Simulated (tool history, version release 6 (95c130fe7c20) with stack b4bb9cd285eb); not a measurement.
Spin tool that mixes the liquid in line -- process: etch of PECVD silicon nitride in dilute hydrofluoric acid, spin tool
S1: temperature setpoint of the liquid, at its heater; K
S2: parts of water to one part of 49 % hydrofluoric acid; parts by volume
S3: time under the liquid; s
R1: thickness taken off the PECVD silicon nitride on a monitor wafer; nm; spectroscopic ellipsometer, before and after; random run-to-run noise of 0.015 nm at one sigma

run 1 hour=0.0 | S1=296.15 S2=245 S3=60 | R1=0.70327
run 2 hour=6.8 | S1=297.15 S2=240 S3=60 | R1=0.77260
run 3 hour=13.0 | S1=297.65 S2=240 S3=60 | R1=0.80367
run 4 hour=15.0 | S1=298.15 S2=240 S3=60 | R1=0.82542
run 5 hour=17.3 | S1=298.65 S2=240 S3=60 | R1=0.83574
run 6 hour=20.0 | S1=302.15 S2=240 S3=60 | R1=1.03220

For run 7, what comes out?
run 7 hour=22.5 | S1=302.15 S2=235 S3=60 | R1=?

Run 7 measured R1 1.06990 nm.
